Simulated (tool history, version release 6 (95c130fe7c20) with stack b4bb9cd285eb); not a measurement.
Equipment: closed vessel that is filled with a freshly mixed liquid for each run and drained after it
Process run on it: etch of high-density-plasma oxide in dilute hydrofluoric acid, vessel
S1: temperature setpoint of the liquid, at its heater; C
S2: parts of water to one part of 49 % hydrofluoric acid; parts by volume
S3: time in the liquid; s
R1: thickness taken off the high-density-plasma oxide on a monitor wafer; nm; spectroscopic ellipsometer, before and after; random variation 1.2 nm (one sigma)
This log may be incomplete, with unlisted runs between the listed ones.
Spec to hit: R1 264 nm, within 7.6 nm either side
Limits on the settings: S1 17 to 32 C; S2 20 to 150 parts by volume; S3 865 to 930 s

{"run": 1, "hour": 0.0, "S1": 24, "S2": 85, "S3": 865, "R1": 77.994}
{"run": 2, "hour": 6.4, "S1": 26.5, "S2": 65, "S3": 880, "R1": 118.38}
{"run": 3, "hour": 9.5, "S1": 26.5, "S2": 65, "S3": 865, "R1": 115.09}
{"run": 4, "hour": 10.8, "S1": 28, "S2": 50, "S3": 865, "R1": 164.34}
{"run": 5, "hour": 13.5, "S1": 29.5, "S2": 45, "S3": 865, "R1": 194.49}
{"run": 6, "hour": 16.2, "S1": 32, "S2": 45, "S3": 865, "R1": 214.59}
{"run": 7, "hour": 24.3, "S1": 32, "S2": 40, "S3": 865, "R1": 243.51}
{"run": 8, "hour": 29.8, "S1": 32, "S2": 35, "S3": 865, "R1": 280.67}
{"run": 9, "hour": 34.6, "S1": 31.5, "S2": 35, "S3": 865, "R1": 274.65}

Consider the 4 candidate settings below. Which is the only one whose results all fall within their allowed miss of target?
{"run": "A", "hour": 39.4, "S1": 30.5, "S2": 35, "S3": 865, "R1": "?"}
{"run": "B", "hour": 39.4, "S1": 31, "S2": 40, "S3": 930, "R1": "?"}
{"run": "C", "hour": 39.4, "S1": 31.5, "S2": 35, "S3": 890, "R1": "?"}
{"run": "D", "hour": 39.4, "S1": 31.5, "S2": 35, "S3": 895, "R1": "?"}

move=A R1=263.76
move=B R1=251.07
move=C R1=282.32
move=D R1=283.91
A: in spec on every target
B: carries the result that was furthest off beyond its target, to the other side
C: further off than the last run
D: further off than the last run
A meets every target.
